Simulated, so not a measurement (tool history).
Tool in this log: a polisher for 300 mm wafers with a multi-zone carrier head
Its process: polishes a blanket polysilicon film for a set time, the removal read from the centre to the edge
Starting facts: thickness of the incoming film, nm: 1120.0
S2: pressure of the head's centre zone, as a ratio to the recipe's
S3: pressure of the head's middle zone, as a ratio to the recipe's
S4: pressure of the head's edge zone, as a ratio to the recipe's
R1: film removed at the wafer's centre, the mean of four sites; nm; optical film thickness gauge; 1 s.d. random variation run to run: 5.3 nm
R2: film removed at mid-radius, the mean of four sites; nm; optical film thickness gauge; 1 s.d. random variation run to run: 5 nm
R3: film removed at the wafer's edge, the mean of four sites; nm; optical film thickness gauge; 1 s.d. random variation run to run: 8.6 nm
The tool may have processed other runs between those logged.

Run 1, hour 0.0: flow of slurry (ml/min) 245, S2 1.00, S3 1.00, S4 1.00, polishing time (s) 39. Result: R1 402.00 nm, R2 466.95 nm, R3 466.69 nm.
Run 2, hour 7.8: flow of slurry (ml/min) 245, S2 1.00, S3 1.00, S4 1.04, polishing time (s) 39. Result: R1 404.50 nm, R2 465.73 nm, R3 471.12 nm.
Run 3, hour 8.5: flow of slurry (ml/min) 260, S2 1.03, S3 0.99, S4 1.04, polishing time (s) 41. Result: R1 448.42 nm, R2 496.89 nm, R3 510.94 nm.
Run 4, hour 14.5: flow of slurry (ml/min) 285, S2 1.03, S3 0.99, S4 1.04, polishing time (s) 41. Result: R1 452.35 nm, R2 493.67 nm, R3 507.26 nm.
Run 5, hour 22.5: flow of slurry (ml/min) 315, S2 1.03, S3 0.99, S4 1.04, polishing time (s) 41. Result: R1 451.65 nm, R2 488.18 nm, R3 508.30 nm.
Run 6, hour 24.5: flow of slurry (ml/min) 315, S2 1.09, S3 0.99, S4 1.04, polishing time (s) 41. Result: R1 479.31 nm, R2 503.58 nm, R3 521.28 nm.
Run 7, hour 31.4: flow of slurry (ml/min) 325, S2 1.10, S3 0.97, S4 1.01, polishing time (s) 43. Result: R1 511.64 nm, R2 522.82 nm, R3 530.50 nm.
Run 8, hour 35.6: flow of slurry (ml/min) 360, S2 1.19, S3 0.91, S4 1.03, polishing time (s) 52. Result: R1 669.58 nm, R2 595.93 nm, R3 647.18 nm.
Run 9, hour 41.1: flow of slurry (ml/min) 360, S2 1.19, S3 0.91, S4 1.02, polishing time (s) 52. Result: R1 674.23 nm, R2 602.68 nm, R3 651.71 nm.

Predict the results of run 10:
Run 10, hour 45.0: flow of slurry (ml/min) 360, S2 1.19, S3 0.91, S4 1.01, polishing time (s) 52. Result: R1 ?, R2 ?, R3 ?.

Logged for run 10: R1 674.53 nm, R2 593.78 nm, R3 636.65 nm.

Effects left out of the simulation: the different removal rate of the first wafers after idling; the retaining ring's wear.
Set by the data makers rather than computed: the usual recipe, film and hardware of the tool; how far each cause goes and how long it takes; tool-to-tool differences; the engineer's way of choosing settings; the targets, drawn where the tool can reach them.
